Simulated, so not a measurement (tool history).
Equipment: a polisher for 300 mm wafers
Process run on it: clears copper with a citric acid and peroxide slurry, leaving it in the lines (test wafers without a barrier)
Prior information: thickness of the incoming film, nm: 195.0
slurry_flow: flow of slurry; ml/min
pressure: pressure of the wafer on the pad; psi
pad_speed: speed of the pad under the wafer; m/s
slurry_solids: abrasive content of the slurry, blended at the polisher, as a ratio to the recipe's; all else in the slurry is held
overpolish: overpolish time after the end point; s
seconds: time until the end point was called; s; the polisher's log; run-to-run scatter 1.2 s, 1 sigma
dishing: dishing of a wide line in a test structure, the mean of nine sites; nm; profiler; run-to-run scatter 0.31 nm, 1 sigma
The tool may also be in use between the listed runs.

run	hour	slurry_flow	pressure	pad_speed	slurry_solids	overpolish	seconds	dishing
1	0.0	215	4.0	0.84	1.0	27	89.423	31.523
2	6.1	215	3.3	0.84	1.0	21	104.230	23.859
3	12.4	215	3.3	0.66	1.0	21	130.150	19.620
4	17.1	215	3.1	0.66	1.0	18	136.800	16.722
5	21.8	215	2.3	0.66	1.0	18	172.370	14.256
6	23.5	215	2.3	0.66	0.9	18	175.400	14.203
7	32.3	225	2.5	0.66	0.9	16	161.130	13.195
8	38.1	235	2.6	0.66	0.9	17	156.320	15.206

The next listed run, before its measurement:
9	44.7	240	2.6	0.66	0.9	15	?	?

{"run 9": {"seconds": 158.59, "dishing": 13.121}}
